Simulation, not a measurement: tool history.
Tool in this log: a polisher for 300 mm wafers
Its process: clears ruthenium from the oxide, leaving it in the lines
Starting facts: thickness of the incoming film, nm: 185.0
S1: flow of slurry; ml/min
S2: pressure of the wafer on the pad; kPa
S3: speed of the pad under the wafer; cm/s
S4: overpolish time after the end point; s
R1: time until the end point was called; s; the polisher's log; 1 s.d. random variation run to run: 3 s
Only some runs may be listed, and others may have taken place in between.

| run | hour | S1 | S2 | S3 | S4 | R1 |
|---|---|---|---|---|---|---|
| 1 | 0.0 | 185 | 13.1 | 116 | 4 | 171.53 |
| 2 | 8.4 | 185 | 16.5 | 116 | 4 | 136.73 |
| 3 | 16.9 | 220 | 16.5 | 116 | 4 | 134.19 |
| 4 | 22.8 | 220 | 19.3 | 116 | 4 | 116.17 |
| 5 | 26.3 | 220 | 17.9 | 114 | 4 | 128.87 |
| 6 | 27.5 | 220 | 17.9 | 114 | 4 | 127.03 |
| 7 | 31.2 | 220 | 16.5 | 112 | 4 | 137.46 |

Estimate the outcome of run 8 from the log above:
| 8 | 34.6 | 215 | 15.2 | 110 | 4 | ? |

{"run 8": {"R1": 153.63}}
